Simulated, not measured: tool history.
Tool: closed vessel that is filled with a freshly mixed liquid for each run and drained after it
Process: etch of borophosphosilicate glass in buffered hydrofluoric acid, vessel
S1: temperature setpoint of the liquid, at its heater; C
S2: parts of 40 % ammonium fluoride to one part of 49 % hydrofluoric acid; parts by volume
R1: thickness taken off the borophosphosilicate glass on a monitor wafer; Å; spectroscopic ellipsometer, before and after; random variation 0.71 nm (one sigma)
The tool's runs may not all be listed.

run 1 hour=0 | S1=21 S2=13 time_in_the_liquid_(s)=105 | R1=2222.9
run 2 hour=7.5 | S1=20 S2=14.5 time_in_the_liquid_(s)=105 | R1=1893.2
run 3 hour=11.6 | S1=23 S2=14.5 time_in_the_liquid_(s)=105 | R1=2237.5
run 4 hour=12.6 | S1=23 S2=16.5 time_in_the_liquid_(s)=105 | R1=1962.5
run 5 hour=18.9 | S1=21.5 S2=17 time_in_the_liquid_(s)=105 | R1=1749.2
run 6 hour=20.3 | S1=21.5 S2=20 time_in_the_liquid_(s)=105 | R1=1499.2

Run 7 comes next. What will it give?
run 7 hour=27.7 | S1=20.5 S2=20 time_in_the_liquid_(s)=105 | R1=?

{"run 7": {"R1": 1412.1}}
